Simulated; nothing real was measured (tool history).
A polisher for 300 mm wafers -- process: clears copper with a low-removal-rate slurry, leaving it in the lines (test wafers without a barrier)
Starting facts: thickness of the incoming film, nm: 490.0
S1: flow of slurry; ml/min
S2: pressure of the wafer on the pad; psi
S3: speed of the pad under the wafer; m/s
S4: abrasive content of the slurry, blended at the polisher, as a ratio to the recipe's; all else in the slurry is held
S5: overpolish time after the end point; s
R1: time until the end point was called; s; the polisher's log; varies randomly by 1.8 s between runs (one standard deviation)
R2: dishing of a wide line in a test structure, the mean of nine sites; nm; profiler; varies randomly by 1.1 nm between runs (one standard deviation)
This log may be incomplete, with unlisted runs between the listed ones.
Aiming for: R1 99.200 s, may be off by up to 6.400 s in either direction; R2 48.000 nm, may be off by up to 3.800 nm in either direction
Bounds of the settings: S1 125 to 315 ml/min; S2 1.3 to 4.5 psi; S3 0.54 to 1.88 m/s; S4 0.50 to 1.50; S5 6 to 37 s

| run | hour | S1 | S2 | S3 | S4 | S5 | R1 | R2 |
|---|---|---|---|---|---|---|---|---|
| 1 | 0.0 | 205 | 2.9 | 1.20 | 1.00 | 19 | 143.230 | 41.010 |
| 2 | 1.1 | 205 | 2.9 | 1.20 | 0.85 | 19 | 152.000 | 41.557 |
| 3 | 8.5 | 205 | 2.9 | 1.20 | 0.70 | 19 | 161.070 | 39.308 |
| 4 | 11.3 | 205 | 3.1 | 1.20 | 0.70 | 18 | 141.440 | 38.081 |
| 5 | 14.8 | 205 | 3.2 | 1.20 | 0.70 | 18 | 140.340 | 41.789 |
| 6 | 17.2 | 205 | 3.3 | 1.20 | 0.70 | 17 | 136.590 | 40.228 |
|  | 22.4 | head pressure recalibrated |
| 7 | 22.4 | 205 | 4.1 | 1.24 | 0.70 | 15 | 123.710 | 42.842 |
| 8 | 27.0 | 205 | 4.2 | 1.28 | 0.70 | 15 | 122.680 | 44.454 |
| 9 | 33.3 | 210 | 4.5 | 1.50 | 0.75 | 11 | 94.136 | 40.056 |
| 10 | 37.4 | 210 | 4.5 | 1.50 | 0.75 | 12 | 91.331 | 39.787 |

Consider the 5 candidate settings below. Which is the only one whose results all fall within their allowed miss of target?
| A | 41.5 | 185 | 4.5 | 1.78 | 0.75 | 9 | ? | ? |
| B | 41.5 | 255 | 4.4 | 1.44 | 0.75 | 14 | ? | ? |
| C | 41.5 | 275 | 4.5 | 1.64 | 0.90 | 14 | ? | ? |
| D | 41.5 | 200 | 4.3 | 1.60 | 0.65 | 8 | ? | ? |
| E | 41.5 | 175 | 4.0 | 1.62 | 0.85 | 20 | ? | ? |

| move | R1 | R2 |
|---|---|---|
| A | 80.770 | 38.388 |
| B | 95.077 | 48.412 |
| C | 80.290 | 55.482 |
| D | 93.336 | 30.478 |
| E | 97.253 | 62.395 |
A: its largest miss is bigger than the last run's
B: hits every target within its allowed miss
C: the result that was furthest off in the last run now lies on the other side of its target
D: its largest miss is bigger than the last run's
E: the result that was furthest off in the last run now lies on the other side of its target
Answer: B
